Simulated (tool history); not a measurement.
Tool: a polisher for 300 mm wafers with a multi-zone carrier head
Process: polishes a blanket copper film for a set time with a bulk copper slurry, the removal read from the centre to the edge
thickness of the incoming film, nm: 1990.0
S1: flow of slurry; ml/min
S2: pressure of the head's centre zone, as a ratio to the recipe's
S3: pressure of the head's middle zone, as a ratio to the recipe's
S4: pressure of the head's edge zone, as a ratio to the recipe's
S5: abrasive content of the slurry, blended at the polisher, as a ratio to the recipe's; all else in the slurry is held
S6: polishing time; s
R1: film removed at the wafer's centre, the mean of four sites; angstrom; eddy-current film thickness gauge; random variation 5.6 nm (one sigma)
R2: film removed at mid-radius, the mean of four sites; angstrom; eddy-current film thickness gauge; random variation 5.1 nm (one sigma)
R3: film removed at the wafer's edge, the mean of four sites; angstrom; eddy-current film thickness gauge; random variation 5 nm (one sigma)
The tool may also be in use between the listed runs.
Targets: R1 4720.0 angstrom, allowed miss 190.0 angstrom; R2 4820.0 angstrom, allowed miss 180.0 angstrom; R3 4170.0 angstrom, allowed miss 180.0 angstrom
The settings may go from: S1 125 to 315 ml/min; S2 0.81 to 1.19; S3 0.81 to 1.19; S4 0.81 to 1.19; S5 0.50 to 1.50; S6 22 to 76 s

{"run": 1, "hour": 0.0, "S1": 205, "S2": 1.0, "S3": 1.0, "S4": 1.0, "S5": 1.0, "S6": 49, "R1": 3507.6, "R2": 3323.0, "R3": 3455.2}
{"run": 2, "hour": 2.2, "S1": 185, "S2": 1.0, "S3": 1.0, "S4": 1.0, "S5": 1.0, "S6": 49, "R1": 3355.6, "R2": 3337.7, "R3": 3358.0}
{"run": 3, "hour": 8.6, "S1": 190, "S2": 1.03, "S3": 1.05, "S4": 0.99, "S5": 1.15, "S6": 51, "R1": 3784.7, "R2": 3782.5, "R3": 3600.1}
{"run": 4, "hour": 10.4, "S1": 190, "S2": 1.03, "S3": 1.08, "S4": 0.99, "S5": 1.15, "S6": 51, "R1": 3803.8, "R2": 3853.4, "R3": 3705.0}
{"run": 5, "hour": 12.4, "S1": 200, "S2": 1.05, "S3": 1.11, "S4": 0.97, "S5": 1.25, "S6": 52, "R1": 3993.6, "R2": 4054.7, "R3": 3709.8}
{"run": 6, "hour": 21.5, "S1": 200, "S2": 1.05, "S3": 1.11, "S4": 1.03, "S5": 1.25, "S6": 52, "R1": 3972.6, "R2": 4239.6, "R3": 3876.3}
{"run": 7, "hour": 23.9, "S1": 205, "S2": 1.09, "S3": 1.12, "S4": 1.05, "S5": 1.3, "S6": 52, "R1": 4248.5, "R2": 4102.5, "R3": 4053.4}
{"run": 8, "hour": 31.7, "S1": 205, "S2": 1.09, "S3": 1.12, "S4": 1.05, "S5": 1.3, "S6": 52, "R1": 4273.9, "R2": 4263.2, "R3": 3926.0}

Which of these 4 next moves meets every target?
{"run": "A", "hour": 39.5, "S1": 190, "S2": 1.14, "S3": 1.19, "S4": 1.02, "S5": 1.35, "S6": 56, "R1": "?", "R2": "?", "R3": "?"}
{"run": "B", "hour": 39.5, "S1": 205, "S2": 0.99, "S3": 1.12, "S4": 1.14, "S5": 1.4, "S6": 58, "R1": "?", "R2": "?", "R3": "?"}
{"run": "C", "hour": 39.5, "S1": 215, "S2": 1.19, "S3": 1.15, "S4": 0.94, "S5": 1.25, "S6": 59, "R1": "?", "R2": "?", "R3": "?"}
{"run": "D", "hour": 39.5, "S1": 200, "S2": 1.13, "S3": 1.11, "S4": 1.01, "S5": 1.35, "S6": 56, "R1": "?", "R2": "?", "R3": "?"}

move=A R1=4716.5 R2=4733.5 R3=4189.1
move=B R1=4332.3 R2=4771.6 R3=4674.3
move=C R1=5205.4 R2=4857.0 R3=4230.7
move=D R1=4716.8 R2=4514.4 R3=4199.6
A: meets every target
B: brings the result that was furthest off to its target, and leaves another outside
C: brings the result that was furthest off to its target, and leaves another outside
D: nearer than the last run, and not there yet
The right move is A.

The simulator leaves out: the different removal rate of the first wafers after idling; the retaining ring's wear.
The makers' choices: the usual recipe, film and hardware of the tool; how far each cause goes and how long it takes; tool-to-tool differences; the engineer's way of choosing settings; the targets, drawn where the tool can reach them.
